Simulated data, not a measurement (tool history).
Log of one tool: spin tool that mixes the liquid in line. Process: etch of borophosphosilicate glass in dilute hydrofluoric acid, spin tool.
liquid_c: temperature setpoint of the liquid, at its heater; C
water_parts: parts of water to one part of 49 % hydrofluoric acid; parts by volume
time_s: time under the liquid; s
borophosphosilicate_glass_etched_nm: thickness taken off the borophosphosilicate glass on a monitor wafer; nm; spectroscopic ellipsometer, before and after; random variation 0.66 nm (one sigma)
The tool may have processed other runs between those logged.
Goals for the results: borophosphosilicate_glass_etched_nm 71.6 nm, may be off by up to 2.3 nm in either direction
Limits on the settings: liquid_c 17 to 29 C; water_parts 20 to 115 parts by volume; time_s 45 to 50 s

run	hour	liquid_c	water_parts	time_s	borophosphosilicate_glass_etched_nm
1	0	21	65	45	31.39
2	4.2	21	65	50	34.615
3	9.9	22.5	60	50	39.793
4	11.7	23.5	55	50	46.142
5	16.7	23.5	45	50	57.782
6	24	23.5	45	50	57.044
7	30.6	24.5	45	50	60.721
8	36	25	45	50	61.819

Which of these 4 next moves meets every target?
A	41.4	25	45	45	?
B	41.4	24.5	35	50	?
C	41.4	26.5	35	45	?
D	41.4	26	40	50	?

move	borophosphosilicate_glass_etched_nm
A	55.228
B	78.349
C	76.57
D	72.42
A: its largest miss is bigger than the last run's
B: moves the result that the last run missed by most past its target, out the other side
C: moves the result that the last run missed by most past its target, out the other side
D: each result inside its tolerance
Answer: D

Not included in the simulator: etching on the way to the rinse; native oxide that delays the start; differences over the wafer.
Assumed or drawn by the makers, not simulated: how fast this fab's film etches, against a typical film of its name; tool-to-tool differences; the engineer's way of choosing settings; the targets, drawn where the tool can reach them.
